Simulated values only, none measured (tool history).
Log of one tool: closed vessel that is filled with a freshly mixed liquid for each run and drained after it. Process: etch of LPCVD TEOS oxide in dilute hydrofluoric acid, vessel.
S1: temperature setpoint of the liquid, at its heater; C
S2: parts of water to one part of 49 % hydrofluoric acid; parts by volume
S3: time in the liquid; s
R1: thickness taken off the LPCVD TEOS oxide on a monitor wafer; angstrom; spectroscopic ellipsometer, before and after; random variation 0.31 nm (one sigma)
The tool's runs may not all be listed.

run	hour	S1	S2	S3	R1
1	0.0	22.0	275	180	196.87
2	6.0	22.0	275	180	197.10
3	10.0	25.5	275	180	223.07
4	12.9	25.5	310	180	191.31
5	16.7	25.5	275	180	222.49
6	20.4	25.5	275	180	223.77
7	28.8	26.0	245	180	263.88
8	30.8	26.5	225	180	298.04
9	39.1	27.0	205	180	341.55
10	43.1	27.5	190	180	381.60
11	45.8	28.0	180	180	413.87

Expected results for the next run?
12	50.4	30.0	105	180	?

R1: 850.35 angstrom
